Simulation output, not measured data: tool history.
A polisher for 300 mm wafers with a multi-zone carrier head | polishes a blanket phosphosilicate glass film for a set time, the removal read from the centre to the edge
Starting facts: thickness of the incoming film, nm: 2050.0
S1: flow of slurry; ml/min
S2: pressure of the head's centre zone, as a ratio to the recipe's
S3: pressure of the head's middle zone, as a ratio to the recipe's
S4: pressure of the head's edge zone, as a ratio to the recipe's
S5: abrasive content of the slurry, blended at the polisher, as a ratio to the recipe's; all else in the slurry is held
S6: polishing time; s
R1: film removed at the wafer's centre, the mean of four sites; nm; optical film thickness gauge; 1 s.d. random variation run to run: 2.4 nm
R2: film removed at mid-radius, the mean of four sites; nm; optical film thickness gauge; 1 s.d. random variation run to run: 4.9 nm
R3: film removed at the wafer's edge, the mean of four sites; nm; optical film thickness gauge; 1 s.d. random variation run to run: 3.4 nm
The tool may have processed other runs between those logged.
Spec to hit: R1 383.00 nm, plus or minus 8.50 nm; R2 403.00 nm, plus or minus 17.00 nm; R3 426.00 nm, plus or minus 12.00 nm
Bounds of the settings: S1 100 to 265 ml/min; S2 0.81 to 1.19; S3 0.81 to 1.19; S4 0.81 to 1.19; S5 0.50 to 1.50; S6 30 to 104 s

run    day   S1    S2    S3    S4    S5  S6      R1      R2      R3
  1  0.000  170  1.00  1.00  1.00  1.00  67  681.11  674.51  707.10
  2  0.100  170  1.00  1.05  1.00  1.00  67  682.14  696.87  708.38
  3  0.375  165  0.98  1.02  0.98  0.90  65  605.54  638.10  638.13
  4  0.404  160  0.97  0.99  0.97  0.85  63  556.86  566.85  577.86
  5  0.500  160  0.91  0.99  0.97  0.85  63  530.12  579.72  581.42
  6  0.617  115  0.91  0.99  0.97  0.85  63  488.96  536.19  566.63
  7  0.804  115  0.90  0.96  0.95  0.80  63  463.66  508.63  541.86
  8  1.075  120  0.90  0.94  0.93  0.75  63  443.63  489.36  504.88
  9  1.279  115  0.90  0.92  0.92  0.75  63  443.94  475.21  507.78
 10  1.362  115  0.89  0.90  0.90  0.70  63  418.91  447.17  477.53
 11  1.629  120  0.88  0.89  0.89  0.70  63  418.20  440.48  476.21
 12  1.812  120  0.88  0.89  0.88  0.70  63  424.71  459.21  475.17
 13  1.979  120  0.88  0.88  0.87  0.70  63  418.73  442.20  473.03

Below are 4 possible settings for the next run. Only one of them brings all results inside the allowed miss of their targets. Which is it?
  A  2.146  100  0.81  0.82  0.93  0.70  62   ?   ?   ?
  B  2.146  105  0.91  0.81  1.02  0.95  47   ?   ?   ?
  C  2.146  110  0.85  0.89  0.88  0.65  61   ?   ?   ?
  D  2.146  120  0.87  0.84  0.83  0.70  58   ?   ?   ?

move      R1      R2      R3
   A  360.70  415.71  465.88
   B  379.78  385.74  453.16
   C  361.41  413.57  428.80
   D  380.27  410.63  426.17
A: takes the result that was furthest off past its target
B: gets the furthest-off result to its target, but another result is out of tolerance
C: takes the result that was furthest off past its target
D: every result lands within tolerance
Go with D: it meets all targets.

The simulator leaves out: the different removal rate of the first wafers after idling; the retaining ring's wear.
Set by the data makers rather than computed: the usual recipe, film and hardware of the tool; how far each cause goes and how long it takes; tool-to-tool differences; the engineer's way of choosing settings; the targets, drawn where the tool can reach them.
